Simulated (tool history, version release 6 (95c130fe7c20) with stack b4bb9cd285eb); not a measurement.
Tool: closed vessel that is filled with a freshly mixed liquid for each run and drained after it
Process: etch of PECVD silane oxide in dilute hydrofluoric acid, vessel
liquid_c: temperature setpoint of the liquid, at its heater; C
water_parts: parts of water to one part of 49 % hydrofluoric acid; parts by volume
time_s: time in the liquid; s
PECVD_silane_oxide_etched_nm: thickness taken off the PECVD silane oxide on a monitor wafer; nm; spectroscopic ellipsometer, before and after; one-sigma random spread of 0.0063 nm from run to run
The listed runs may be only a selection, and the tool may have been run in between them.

run,day,liquid_c,water_parts,time_s,PECVD_silane_oxide_etched_nm
1,0,25,235,50,6.1457
2,0.088,25,235,30,3.7126
3,0.212,28,235,30,4.0969
4,0.546,30.5,235,30,4.5116
# day 0.9: hydrofluoric acid flow meter replaced
5,0.9,30.5,205,30,4.7033
6,1.212,30.5,235,30,3.9364
7,1.379,31,250,30,3.7177
8,1.729,27,280,30,2.8014
9,1.829,27,285,30,2.7612
10,1.958,23,285,30,2.3832
11,2.25,23,285,30,2.3984

Forecast run 12:
12,2.612,22,285,30,?

Logged for run 12: PECVD_silane_oxide_etched_nm 2.2952 nm.
